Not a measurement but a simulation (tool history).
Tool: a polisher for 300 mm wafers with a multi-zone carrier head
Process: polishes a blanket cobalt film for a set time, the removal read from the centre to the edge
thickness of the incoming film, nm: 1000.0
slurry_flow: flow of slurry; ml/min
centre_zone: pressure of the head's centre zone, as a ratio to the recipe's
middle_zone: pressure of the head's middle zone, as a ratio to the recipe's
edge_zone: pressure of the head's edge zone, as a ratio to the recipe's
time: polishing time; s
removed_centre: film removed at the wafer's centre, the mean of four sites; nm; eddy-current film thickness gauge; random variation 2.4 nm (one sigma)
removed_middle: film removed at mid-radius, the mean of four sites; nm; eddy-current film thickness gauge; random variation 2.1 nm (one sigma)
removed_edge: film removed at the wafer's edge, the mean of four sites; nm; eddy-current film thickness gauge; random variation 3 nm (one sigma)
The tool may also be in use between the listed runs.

| run | hour | slurry_flow | centre_zone | middle_zone | edge_zone | time | removed_centre | removed_middle | removed_edge |
|---|---|---|---|---|---|---|---|---|---|
| 1 | 0.0 | 145 | 1.00 | 1.00 | 1.00 | 33 | 220.44 | 222.87 | 222.19 |
| 2 | 8.8 | 150 | 1.00 | 0.99 | 1.03 | 35 | 236.49 | 235.45 | 241.79 |
| 3 | 14.8 | 150 | 1.07 | 0.99 | 1.03 | 35 | 255.68 | 233.14 | 241.97 |
| 4 | 16.1 | 155 | 1.05 | 0.99 | 1.06 | 36 | 258.69 | 240.36 | 250.16 |
| 5 | 21.5 | 155 | 1.05 | 0.94 | 1.06 | 36 | 258.34 | 232.07 | 252.57 |
| 6 | 26.6 | 155 | 1.03 | 0.94 | 1.08 | 37 | 260.94 | 238.95 | 264.82 |
| 7 | 30.2 | 160 | 1.02 | 0.94 | 1.10 | 38 | 268.86 | 248.20 | 272.69 |

Run 8 comes next. What will it give?
| 8 | 38.5 | 160 | 1.02 | 0.94 | 1.10 | 38 | ? | ? | ? |

{"run 8": {"removed_centre": 266.48, "removed_middle": 245.53, "removed_edge": 273.98}}
